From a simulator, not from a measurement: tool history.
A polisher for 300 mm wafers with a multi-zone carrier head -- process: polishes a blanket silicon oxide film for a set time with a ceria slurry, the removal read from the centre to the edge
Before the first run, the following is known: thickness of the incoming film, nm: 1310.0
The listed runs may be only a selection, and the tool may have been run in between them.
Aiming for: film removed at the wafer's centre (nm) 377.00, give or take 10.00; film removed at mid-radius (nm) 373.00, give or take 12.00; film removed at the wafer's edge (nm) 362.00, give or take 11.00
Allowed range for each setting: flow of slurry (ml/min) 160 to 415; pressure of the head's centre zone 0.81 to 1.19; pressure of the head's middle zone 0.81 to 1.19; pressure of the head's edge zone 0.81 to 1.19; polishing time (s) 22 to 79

| run | hour | flow of slurry (ml/min) | pressure of the head's centre zone | pressure of the head's middle zone | pressure of the head's edge zone | polishing time (s) | film removed at the wafer's centre (nm) | film removed at mid-radius (nm) | film removed at the wafer's edge (nm) |
|---|---|---|---|---|---|---|---|---|---|
| 1 | 0.0 | 265 | 1.00 | 1.00 | 1.00 | 50 | 296.62 | 292.14 | 292.70 |
| 2 | 3.9 | 220 | 1.00 | 1.00 | 1.00 | 50 | 296.50 | 286.37 | 284.01 |
| 3 | 11.9 | 220 | 1.00 | 1.00 | 1.05 | 50 | 291.73 | 285.34 | 290.56 |
| 4 | 14.4 | 220 | 1.00 | 0.94 | 1.05 | 50 | 296.67 | 272.62 | 294.46 |
| 5 | 18.9 | 255 | 1.00 | 0.94 | 1.05 | 50 | 296.84 | 274.29 | 293.75 |
| 6 | 26.5 | 320 | 1.00 | 0.94 | 1.05 | 50 | 302.90 | 282.57 | 300.23 |
| 7 | 29.2 | 325 | 1.01 | 0.97 | 1.06 | 51 | 309.62 | 293.85 | 306.46 |
| 8 | 35.9 | 330 | 1.02 | 0.99 | 1.07 | 52 | 318.80 | 301.29 | 315.54 |

Which single option among these 4 for the next run brings every result within its allowed miss of target? Just one does.
| A | 42.6 | 320 | 1.07 | 0.97 | 1.19 | 63 | ? | ? | ? |
| B | 42.6 | 340 | 1.01 | 1.02 | 0.99 | 61 | ? | ? | ? |
| C | 42.6 | 335 | 1.11 | 0.97 | 1.04 | 62 | ? | ? | ? |
| D | 42.6 | 375 | 1.06 | 1.12 | 0.90 | 63 | ? | ? | ? |

| move | film removed at the wafer's centre (nm) | film removed at mid-radius (nm) | film removed at the wafer's edge (nm) |
|---|---|---|---|
| A | 406.69 | 368.11 | 403.32 |
| B | 373.61 | 373.82 | 365.68 |
| C | 416.95 | 363.55 | 378.20 |
| D | 408.63 | 421.08 | 367.10 |
A: brings the result that was furthest off to its target, and leaves another outside
B: every result lands within tolerance
C: brings the result that was furthest off to its target, and leaves another outside
D: moves the result that the last run missed by most past its target, out the other side
So the answer is move B, the one that meets all the targets.
